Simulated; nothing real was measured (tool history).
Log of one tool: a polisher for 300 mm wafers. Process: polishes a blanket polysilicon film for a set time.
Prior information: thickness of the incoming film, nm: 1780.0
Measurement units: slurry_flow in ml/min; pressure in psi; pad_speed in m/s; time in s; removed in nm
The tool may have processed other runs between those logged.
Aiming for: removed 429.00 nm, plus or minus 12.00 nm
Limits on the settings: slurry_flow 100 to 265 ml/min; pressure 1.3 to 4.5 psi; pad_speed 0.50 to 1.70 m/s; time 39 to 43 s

run	day	slurry_flow	pressure	pad_speed	time	removed
1	0.000	170	2.9	1.10	43	372.45
2	0.108	180	3.0	1.10	43	387.24
3	0.338	180	3.0	0.88	43	317.42
4	0.471	205	3.0	0.88	43	313.14
5	0.571	205	3.3	0.88	43	341.68
6	0.671	205	3.5	0.88	43	369.89
7	0.925	205	3.5	0.88	43	361.86
8	0.983	205	3.7	0.88	43	381.02

Pick the move, out of 5, that brings all results within their allowed miss; only one does.
A	1.042	195	4.5	0.90	43	?
B	1.042	195	3.4	1.18	42	?
C	1.042	225	4.2	0.86	43	?
D	1.042	210	3.7	1.06	43	?
E	1.042	205	3.7	1.04	43	?

move	removed
A	468.45
B	459.33
C	426.24
D	461.09
E	451.63
A: takes the result that was furthest off past its target
B: takes the result that was furthest off past its target
C: meets every target
D: takes the result that was furthest off past its target
E: takes the result that was furthest off past its target
Correct choice: C, which meets every target
